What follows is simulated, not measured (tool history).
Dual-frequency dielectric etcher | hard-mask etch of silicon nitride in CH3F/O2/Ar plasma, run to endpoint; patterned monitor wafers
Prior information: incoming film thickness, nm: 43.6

run	day	source power (kW)	bias power (kW)	endpoint time (s)
1	0	0.4	0.1	55.686
2	0.071	0.4	0.092	57.035
3	0.179	0.44	0.098	53.289
4	0.271	0.37	0.098	58.17
5	0.6	0.41	0.1	55.223
6	0.754	0.36	0.1	59.111
7	0.996	0.4	0.102	54.965

Run 8 comes next. What will it give?
8	1.025	0.43	0.103	?

{"run 8": {"endpoint time (s)": 53.587}}

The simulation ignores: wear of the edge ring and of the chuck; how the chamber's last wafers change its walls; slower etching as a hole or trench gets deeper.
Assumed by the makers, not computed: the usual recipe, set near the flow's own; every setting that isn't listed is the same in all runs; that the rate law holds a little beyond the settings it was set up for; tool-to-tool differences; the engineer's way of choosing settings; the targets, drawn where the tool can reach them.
